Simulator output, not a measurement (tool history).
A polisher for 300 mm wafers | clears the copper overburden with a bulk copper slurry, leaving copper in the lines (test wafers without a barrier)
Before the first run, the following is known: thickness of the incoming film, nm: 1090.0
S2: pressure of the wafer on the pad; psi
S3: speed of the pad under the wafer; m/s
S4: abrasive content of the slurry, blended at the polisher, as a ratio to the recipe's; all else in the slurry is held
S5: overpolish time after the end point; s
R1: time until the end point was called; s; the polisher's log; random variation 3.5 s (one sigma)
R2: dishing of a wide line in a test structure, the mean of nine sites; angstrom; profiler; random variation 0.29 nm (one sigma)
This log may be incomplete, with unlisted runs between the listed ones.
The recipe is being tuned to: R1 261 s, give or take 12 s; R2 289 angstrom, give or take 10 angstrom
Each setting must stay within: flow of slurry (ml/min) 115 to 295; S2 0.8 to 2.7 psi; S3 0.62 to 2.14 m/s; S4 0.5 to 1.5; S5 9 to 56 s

{"run": 1, "day": 0.0, "flow of slurry (ml/min)": 190, "S2": 1.7, "S3": 1.38, "S4": 1, "S5": 29, "R1": 133.78, "R2": 308.67}
{"run": 2, "day": 0.058, "flow of slurry (ml/min)": 190, "S2": 1.4, "S3": 1.38, "S4": 1, "S5": 29, "R1": 156.78, "R2": 302.8}
{"run": 3, "day": 0.162, "flow of slurry (ml/min)": 190, "S2": 1.3, "S3": 1.32, "S4": 1, "S5": 29, "R1": 180.11, "R2": 294.6}
{"run": 4, "day": 0.2, "flow of slurry (ml/min)": 190, "S2": 1.6, "S3": 1.32, "S4": 1, "S5": 29, "R1": 151.11, "R2": 302.63}
{"run": 5, "day": 0.3, "flow of slurry (ml/min)": 190, "S2": 1.6, "S3": 1.32, "S4": 1.15, "S5": 29, "R1": 147.86, "R2": 300.87}
{"run": 6, "day": 0.517, "flow of slurry (ml/min)": 190, "S2": 1.6, "S3": 1.32, "S4": 1.25, "S5": 29, "R1": 142.68, "R2": 306.07}
{"run": 7, "day": 0.621, "flow of slurry (ml/min)": 185, "S2": 1.4, "S3": 1.26, "S4": 1.25, "S5": 32, "R1": 168.36, "R2": 300.61}
{"run": 8, "day": 0.738, "flow of slurry (ml/min)": 185, "S2": 1.4, "S3": 1.26, "S4": 1.25, "S5": 32, "R1": 166.49, "R2": 297.02}
{"run": 9, "day": 1.0, "flow of slurry (ml/min)": 185, "S2": 1.3, "S3": 1.18, "S4": 1.2, "S5": 32, "R1": 185.66, "R2": 298.32}
{"run": 10, "day": 1.312, "flow of slurry (ml/min)": 185, "S2": 1.2, "S3": 1.14, "S4": 1.2, "S5": 32, "R1": 207.93, "R2": 296.44}

Next run, 4 choices. One meets every target within its allowed miss, the rest don't. Which?
{"run": "A", "day": 1.625, "flow of slurry (ml/min)": 195, "S2": 1.1, "S3": 0.96, "S4": 1.15, "S5": 40, "R1": "?", "R2": "?"}
{"run": "B", "day": 1.625, "flow of slurry (ml/min)": 150, "S2": 0.9, "S3": 1.32, "S4": 1.25, "S5": 25, "R1": "?", "R2": "?"}
{"run": "C", "day": 1.625, "flow of slurry (ml/min)": 185, "S2": 2.2, "S3": 0.62, "S4": 1.15, "S5": 34, "R1": "?", "R2": "?"}
{"run": "D", "day": 1.625, "flow of slurry (ml/min)": 175, "S2": 1.1, "S3": 1.04, "S4": 1.25, "S5": 32, "R1": "?", "R2": "?"}

move=A R1=263.03 R2=292.52
move=B R1=224.93 R2=278.48
move=C R1=231.3 R2=319.13
move=D R1=241.54 R2=290.4
A: all results land within tolerance of their targets
B: better than the last run, though not everything is in spec
C: better than the last run, though not everything is in spec
D: better than the last run, though not everything is in spec
Go with A: it meets all targets.

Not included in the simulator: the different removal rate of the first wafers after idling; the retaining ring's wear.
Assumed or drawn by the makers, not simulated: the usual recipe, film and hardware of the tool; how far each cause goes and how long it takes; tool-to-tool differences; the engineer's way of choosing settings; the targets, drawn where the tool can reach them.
